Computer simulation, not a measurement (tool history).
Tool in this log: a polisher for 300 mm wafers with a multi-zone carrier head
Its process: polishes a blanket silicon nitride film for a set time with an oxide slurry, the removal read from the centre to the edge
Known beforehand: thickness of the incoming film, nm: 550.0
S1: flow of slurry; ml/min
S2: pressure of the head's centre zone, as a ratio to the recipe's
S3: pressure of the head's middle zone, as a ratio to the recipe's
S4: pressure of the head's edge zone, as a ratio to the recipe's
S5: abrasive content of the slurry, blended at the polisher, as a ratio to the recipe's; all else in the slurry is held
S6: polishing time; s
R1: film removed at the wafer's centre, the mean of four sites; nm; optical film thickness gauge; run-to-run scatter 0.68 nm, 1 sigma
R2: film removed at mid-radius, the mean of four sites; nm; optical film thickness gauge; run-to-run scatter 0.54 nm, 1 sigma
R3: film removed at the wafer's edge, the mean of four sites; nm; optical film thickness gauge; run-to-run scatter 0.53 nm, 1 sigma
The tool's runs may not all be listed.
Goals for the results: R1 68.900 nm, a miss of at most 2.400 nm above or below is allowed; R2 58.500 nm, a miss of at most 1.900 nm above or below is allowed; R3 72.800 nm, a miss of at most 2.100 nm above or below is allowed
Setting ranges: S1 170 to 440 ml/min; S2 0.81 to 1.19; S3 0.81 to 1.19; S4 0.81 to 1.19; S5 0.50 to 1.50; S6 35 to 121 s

Run 1, hour 0.0: S1 280 ml/min, S2 1.00, S3 1.00, S4 1.00, S5 1.00, S6 78 s. Result: R1 74.839 nm, R2 72.289 nm, R3 75.489 nm.
Run 2, hour 4.5: S1 270 ml/min, S2 0.99, S3 0.95, S4 1.00, S5 1.00, S6 78 s. Result: R1 74.017 nm, R2 70.909 nm, R3 75.233 nm.
Run 3, hour 12.1: S1 210 ml/min, S2 0.99, S3 0.95, S4 1.00, S5 1.00, S6 78 s. Result: R1 71.520 nm, R2 67.850 nm, R3 74.044 nm.
Run 4, hour 15.2: S1 210 ml/min, S2 0.92, S3 0.95, S4 1.00, S5 1.00, S6 78 s. Result: R1 67.338 nm, R2 68.937 nm, R3 73.943 nm.
Run 5, hour 24.1: S1 210 ml/min, S2 0.92, S3 0.95, S4 1.00, S5 1.00, S6 62 s. Result: R1 52.696 nm, R2 54.680 nm, R3 59.230 nm.
Run 6, hour 26.3: S1 280 ml/min, S2 0.92, S3 0.95, S4 1.00, S5 1.00, S6 62 s. Result: R1 55.348 nm, R2 56.211 nm, R3 60.146 nm.
Run 7, hour 29.2: S1 285 ml/min, S2 0.95, S3 0.93, S4 1.04, S5 1.05, S6 62 s. Result: R1 57.136 nm, R2 56.089 nm, R3 62.480 nm.
Run 8, hour 31.2: S1 290 ml/min, S2 0.98, S3 0.92, S4 1.07, S5 1.10, S6 62 s. Result: R1 61.276 nm, R2 57.119 nm, R3 64.378 nm.
Run 9, hour 33.1: S1 290 ml/min, S2 0.99, S3 0.90, S4 1.10, S5 1.15, S6 62 s. Result: R1 62.913 nm, R2 57.999 nm, R3 66.752 nm.
Run 10, hour 38.0: S1 295 ml/min, S2 1.00, S3 0.88, S4 1.12, S5 1.20, S6 62 s. Result: R1 64.729 nm, R2 57.362 nm, R3 68.240 nm.
Run 11, hour 46.5: S1 300 ml/min, S2 1.01, S3 0.87, S4 1.14, S5 1.20, S6 62 s. Result: R1 65.347 nm, R2 57.380 nm, R3 67.756 nm.
Run 12, hour 53.9: S1 300 ml/min, S2 1.01, S3 0.86, S4 1.15, S5 1.25, S6 62 s. Result: R1 68.169 nm, R2 57.566 nm, R3 69.703 nm.
Run 13, hour 60.2: S1 300 ml/min, S2 1.00, S3 0.86, S4 1.16, S5 1.25, S6 62 s. Result: R1 66.565 nm, R2 56.738 nm, R3 69.494 nm.

Exercise: of the 5 proposed moves below, exactly one satisfies all targets within the stated allowed misses. Which move is it?
Run A, hour 66.5: S1 250 ml/min, S2 1.00, S3 0.84, S4 1.14, S5 1.15, S6 68 s. Result: R1 ?, R2 ?, R3 ?.
Run B, hour 66.5: S1 310 ml/min, S2 1.15, S3 0.89, S4 1.10, S5 1.20, S6 58 s. Result: R1 ?, R2 ?, R3 ?.
Run C, hour 66.5: S1 300 ml/min, S2 1.05, S3 0.81, S4 1.15, S5 1.30, S6 60 s. Result: R1 ?, R2 ?, R3 ?.
Run D, hour 66.5: S1 360 ml/min, S2 1.13, S3 1.04, S4 1.05, S5 1.30, S6 57 s. Result: R1 ?, R2 ?, R3 ?.
Run E, hour 66.5: S1 360 ml/min, S2 1.09, S3 0.94, S4 1.10, S5 1.10, S6 62 s. Result: R1 ?, R2 ?, R3 ?.

move      R1      R2      R3
   A  67.857  59.709  72.649
   B  69.387  55.134  63.230
   C  67.467  54.958  68.619
   D  70.250  63.692  63.689
   E  68.562  59.788  65.620
A: hits every target within its allowed miss
B: further off than the last run
C: further off than the last run
D: further off than the last run
E: further off than the last run
Answer: A

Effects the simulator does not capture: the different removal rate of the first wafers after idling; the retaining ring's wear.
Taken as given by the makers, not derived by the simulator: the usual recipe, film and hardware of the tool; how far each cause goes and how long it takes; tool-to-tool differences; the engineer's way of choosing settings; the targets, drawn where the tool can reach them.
